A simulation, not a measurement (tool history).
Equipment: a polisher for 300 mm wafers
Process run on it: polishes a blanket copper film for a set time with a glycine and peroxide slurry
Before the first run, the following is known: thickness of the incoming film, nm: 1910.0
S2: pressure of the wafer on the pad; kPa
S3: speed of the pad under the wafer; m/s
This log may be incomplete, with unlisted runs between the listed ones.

run 1 hour=0 | flow_of_slurry_(ml/min)=275 S2=16.5 S3=0.86 polishing_time_(s)=50 | film_removed_(angstrom)=2027.8
run 2 hour=8.2 | flow_of_slurry_(ml/min)=240 S2=16.5 S3=0.86 polishing_time_(s)=50 | film_removed_(angstrom)=2008.6
run 3 hour=12.5 | flow_of_slurry_(ml/min)=240 S2=16.5 S3=1.06 polishing_time_(s)=50 | film_removed_(angstrom)=2350.1
run 4 hour=21.4 | flow_of_slurry_(ml/min)=240 S2=15.9 S3=1.06 polishing_time_(s)=50 | film_removed_(angstrom)=2265.4
run 5 hour=27.4 | flow_of_slurry_(ml/min)=240 S2=18.6 S3=1.06 polishing_time_(s)=50 | film_removed_(angstrom)=2606.8
run 6 hour=32.6 | flow_of_slurry_(ml/min)=240 S2=17.2 S3=1.06 polishing_time_(s)=50 | film_removed_(angstrom)=2397.7
run 7 hour=36.1 | flow_of_slurry_(ml/min)=240 S2=16.5 S3=1.06 polishing_time_(s)=50 | film_removed_(angstrom)=2327.3

The next listed run, before its measurement:
run 8 hour=36.8 | flow_of_slurry_(ml/min)=240 S2=15.9 S3=1.06 polishing_time_(s)=50 | film_removed_(angstrom)=?

Logged for run 8: film removed (angstrom) 2261.
